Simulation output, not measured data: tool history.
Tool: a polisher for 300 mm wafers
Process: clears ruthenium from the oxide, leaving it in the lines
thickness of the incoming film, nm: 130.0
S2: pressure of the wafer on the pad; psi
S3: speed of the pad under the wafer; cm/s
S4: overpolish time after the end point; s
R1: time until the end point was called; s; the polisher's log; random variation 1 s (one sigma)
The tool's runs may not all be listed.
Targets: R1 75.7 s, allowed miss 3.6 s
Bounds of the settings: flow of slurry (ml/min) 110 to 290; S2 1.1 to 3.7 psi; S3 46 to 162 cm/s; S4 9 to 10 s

run 1 hour=0 | flow_of_slurry_(ml/min)=185 S2=2.4 S3=104 S4=10 | R1=114.22
run 2 hour=4.5 | flow_of_slurry_(ml/min)=185 S2=2.9 S3=104 S4=10 | R1=98.276
run 3 hour=6.1 | flow_of_slurry_(ml/min)=185 S2=2.4 S3=104 S4=10 | R1=110.92
run 4 hour=11.4 | flow_of_slurry_(ml/min)=185 S2=2.4 S3=104 S4=10 | R1=111.12
run 5 hour=20.2 | flow_of_slurry_(ml/min)=185 S2=2.4 S3=112 S4=10 | R1=104.47
run 6 hour=21.3 | flow_of_slurry_(ml/min)=185 S2=2.7 S3=114 S4=10 | R1=96.294
run 7 hour=24.7 | flow_of_slurry_(ml/min)=185 S2=2.9 S3=116 S4=10 | R1=88.047
run 8 hour=26.4 | flow_of_slurry_(ml/min)=185 S2=3 S3=116 S4=10 | R1=86.698
run 9 hour=35.1 | flow_of_slurry_(ml/min)=185 S2=3.1 S3=116 S4=10 | R1=85.081
run 10 hour=37.6 | flow_of_slurry_(ml/min)=185 S2=3.2 S3=116 S4=10 | R1=82.373

Which of these 4 next moves meets every target?
run A hour=40.1 | flow_of_slurry_(ml/min)=190 S2=2.9 S3=138 S4=10 | R1=?
run B hour=40.1 | flow_of_slurry_(ml/min)=200 S2=3.1 S3=112 S4=10 | R1=?
run C hour=40.1 | flow_of_slurry_(ml/min)=195 S2=3.3 S3=110 S4=9 | R1=?
run D hour=40.1 | flow_of_slurry_(ml/min)=180 S2=3.1 S3=104 S4=9 | R1=?

move=A R1=74.735
move=B R1=86.846
move=C R1=84.643
move=D R1=94.357
A: meets every target
B: further off than the last run
C: further off than the last run
D: further off than the last run
Move A is the one to make.
